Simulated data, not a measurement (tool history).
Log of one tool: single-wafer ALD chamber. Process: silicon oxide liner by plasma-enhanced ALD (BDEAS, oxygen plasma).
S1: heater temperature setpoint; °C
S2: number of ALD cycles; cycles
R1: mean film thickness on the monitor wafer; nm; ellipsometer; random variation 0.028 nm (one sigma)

run,day,S1,S2,R1
1,0,310,56,4.5399
2,0.254,309,60,4.8675
3,0.288,309,57,4.6639
4,0.475,306,61,4.9842
5,0.558,304,63,5.1555
6,0.838,295,63,5.2822
7,1.029,294,64,5.3869

The next listed run, before its measurement:
8,1.275,293,65,?

Run 8 gave R1 5.4916 nm.
